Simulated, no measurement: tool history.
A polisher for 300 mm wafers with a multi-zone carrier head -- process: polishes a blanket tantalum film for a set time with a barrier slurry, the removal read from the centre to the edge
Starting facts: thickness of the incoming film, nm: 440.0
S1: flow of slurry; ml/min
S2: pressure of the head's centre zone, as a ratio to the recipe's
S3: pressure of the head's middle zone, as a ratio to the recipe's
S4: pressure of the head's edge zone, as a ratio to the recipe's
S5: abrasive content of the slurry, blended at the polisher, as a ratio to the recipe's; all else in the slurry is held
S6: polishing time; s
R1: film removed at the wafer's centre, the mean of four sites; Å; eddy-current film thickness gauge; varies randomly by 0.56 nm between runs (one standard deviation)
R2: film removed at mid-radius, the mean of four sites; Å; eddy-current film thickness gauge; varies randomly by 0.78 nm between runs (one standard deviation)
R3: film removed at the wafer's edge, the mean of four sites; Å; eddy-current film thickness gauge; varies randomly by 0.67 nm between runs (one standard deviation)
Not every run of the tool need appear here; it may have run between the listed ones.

Run 1, hour 0.0: S1 140 ml/min, S2 1.00, S3 1.00, S4 1.00, S5 1.00, S6 65 s. Result: R1 1012.10 Å, R2 990.91 Å, R3 946.00 Å.
Run 2, hour 5.9: S1 135 ml/min, S2 0.99, S3 0.97, S4 0.98, S5 0.90, S6 65 s. Result: R1 950.70 Å, R2 939.62 Å, R3 898.98 Å.
Run 3, hour 11.8: S1 130 ml/min, S2 0.99, S3 0.94, S4 0.98, S5 0.85, S6 64 s. Result: R1 909.97 Å, R2 859.80 Å, R3 860.75 Å.
Run 4, hour 13.8: S1 125 ml/min, S2 0.98, S3 0.92, S4 0.96, S5 0.85, S6 64 s. Result: R1 888.53 Å, R2 864.09 Å, R3 853.31 Å.
Run 5, hour 16.5: S1 120 ml/min, S2 0.98, S3 0.90, S4 0.96, S5 0.80, S6 64 s. Result: R1 856.10 Å, R2 811.93 Å, R3 828.46 Å.
Run 6, hour 20.3: S1 115 ml/min, S2 0.98, S3 0.89, S4 0.95, S5 0.80, S6 64 s. Result: R1 840.55 Å, R2 800.11 Å, R3 831.77 Å.
Run 7, hour 25.8: S1 115 ml/min, S2 0.99, S3 0.88, S4 0.94, S5 0.75, S6 64 s. Result: R1 838.36 Å, R2 779.60 Å, R3 802.91 Å.
Run 8, hour 28.8: S1 90 ml/min, S2 0.97, S3 0.81, S4 0.89, S5 0.70, S6 64 s. Result: R1 722.72 Å, R2 660.94 Å, R3 716.24 Å.

For run 9, what comes out?
Run 9, hour 36.6: S1 95 ml/min, S2 0.97, S3 0.81, S4 0.89, S5 0.70, S6 64 s. Result: R1 ?, R2 ?, R3 ?.

R1: 731.06 Å
R2: 686.65 Å
R3: 727.73 Å
